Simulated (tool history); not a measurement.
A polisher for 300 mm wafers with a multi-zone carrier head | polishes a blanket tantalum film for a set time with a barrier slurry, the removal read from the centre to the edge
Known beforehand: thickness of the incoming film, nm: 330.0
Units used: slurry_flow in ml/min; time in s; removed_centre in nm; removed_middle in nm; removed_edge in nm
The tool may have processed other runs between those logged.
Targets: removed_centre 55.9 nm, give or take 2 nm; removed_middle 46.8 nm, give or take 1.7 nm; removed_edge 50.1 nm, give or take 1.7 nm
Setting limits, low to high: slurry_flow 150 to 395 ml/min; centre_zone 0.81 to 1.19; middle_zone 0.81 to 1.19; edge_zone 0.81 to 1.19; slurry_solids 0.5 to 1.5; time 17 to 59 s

run 1 hour=0 | slurry_flow=250 centre_zone=1 middle_zone=1 edge_zone=1 slurry_solids=1 time=38 | removed_centre=62.598 removed_middle=65.079 removed_edge=65.46
run 2 hour=6.8 | slurry_flow=250 centre_zone=1 middle_zone=1.05 edge_zone=1 slurry_solids=1 time=38 | removed_centre=63.352 removed_middle=68.516 removed_edge=65.913
run 3 hour=9.5 | slurry_flow=250 centre_zone=1 middle_zone=1.05 edge_zone=1 slurry_solids=1 time=31 | removed_centre=51.922 removed_middle=55.697 removed_edge=53.228
run 4 hour=13.5 | slurry_flow=295 centre_zone=1 middle_zone=1.05 edge_zone=1 slurry_solids=1 time=31 | removed_centre=52.491 removed_middle=56.533 removed_edge=54.104
run 5 hour=19.3 | slurry_flow=295 centre_zone=0.92 middle_zone=1.05 edge_zone=1 slurry_solids=1 time=31 | removed_centre=49.473 removed_middle=56.35 removed_edge=54.8
run 6 hour=27 | slurry_flow=340 centre_zone=0.92 middle_zone=1.05 edge_zone=1 slurry_solids=1 time=31 | removed_centre=49.172 removed_middle=56.379 removed_edge=55.18
run 7 hour=30.6 | slurry_flow=340 centre_zone=0.95 middle_zone=1.02 edge_zone=0.99 slurry_solids=1 time=31 | removed_centre=51.73 removed_middle=54.813 removed_edge=53.604
run 8 hour=35.8 | slurry_flow=340 centre_zone=0.96 middle_zone=1 edge_zone=0.99 slurry_solids=1 time=31 | removed_centre=51.505 removed_middle=54.186 removed_edge=53.856
run 9 hour=41.7 | slurry_flow=340 centre_zone=0.98 middle_zone=0.98 edge_zone=0.98 slurry_solids=1 time=31 | removed_centre=51.798 removed_middle=53.402 removed_edge=53.533
run 10 hour=44.2 | slurry_flow=345 centre_zone=1 middle_zone=0.96 edge_zone=0.97 slurry_solids=1 time=31 | removed_centre=54.175 removed_middle=53.043 removed_edge=53.504
run 11 hour=46.8 | slurry_flow=345 centre_zone=1.01 middle_zone=0.94 edge_zone=0.96 slurry_solids=1 time=31 | removed_centre=53.544 removed_middle=52.19 removed_edge=53.74
run 12 hour=53.4 | slurry_flow=345 centre_zone=1.01 middle_zone=0.94 edge_zone=0.96 slurry_solids=1 time=31 | removed_centre=53.428 removed_middle=51.984 removed_edge=54.586
run 13 hour=61.4 | slurry_flow=350 centre_zone=1.03 middle_zone=0.93 edge_zone=0.96 slurry_solids=0.95 time=31 | removed_centre=54.088 removed_middle=51.703 removed_edge=53.284
run 14 hour=67.7 | slurry_flow=355 centre_zone=1.04 middle_zone=0.91 edge_zone=0.95 slurry_solids=0.95 time=31 | removed_centre=55.248 removed_middle=49.924 removed_edge=52.819

5 candidate next runs follow, results not yet known. Just one meets every target within its allowed miss. Identify it.
run A hour=74 | slurry_flow=390 centre_zone=1.16 middle_zone=0.97 edge_zone=0.86 slurry_solids=0.85 time=32 | removed_centre=? removed_middle=? removed_edge=?
run B hour=74 | slurry_flow=290 centre_zone=1.13 middle_zone=0.9 edge_zone=0.96 slurry_solids=0.95 time=30 | removed_centre=? removed_middle=? removed_edge=?
run C hour=74 | slurry_flow=395 centre_zone=1.07 middle_zone=1.03 edge_zone=0.9 slurry_solids=0.85 time=29 | removed_centre=? removed_middle=? removed_edge=?
run D hour=74 | slurry_flow=395 centre_zone=1.09 middle_zone=1 edge_zone=0.91 slurry_solids=0.85 time=30 | removed_centre=? removed_middle=? removed_edge=?
run E hour=74 | slurry_flow=395 centre_zone=1.1 middle_zone=0.81 edge_zone=0.95 slurry_solids=0.7 time=32 | removed_centre=? removed_middle=? removed_edge=?

move=A removed_centre=60.4 removed_middle=53.841 removed_edge=50.928
move=B removed_centre=55.452 removed_middle=47.72 removed_edge=50.839
move=C removed_centre=50.78 removed_middle=51.391 removed_edge=47.109
move=D removed_centre=53.446 removed_middle=51.844 removed_edge=49.001
move=E removed_centre=54.693 removed_middle=44.216 removed_edge=50.916
A: further off than the last run
B: all results in spec
C: further off than the last run
D: further off than the last run
E: takes the biggest miss from the last run beyond its target
Move B is the one to make.
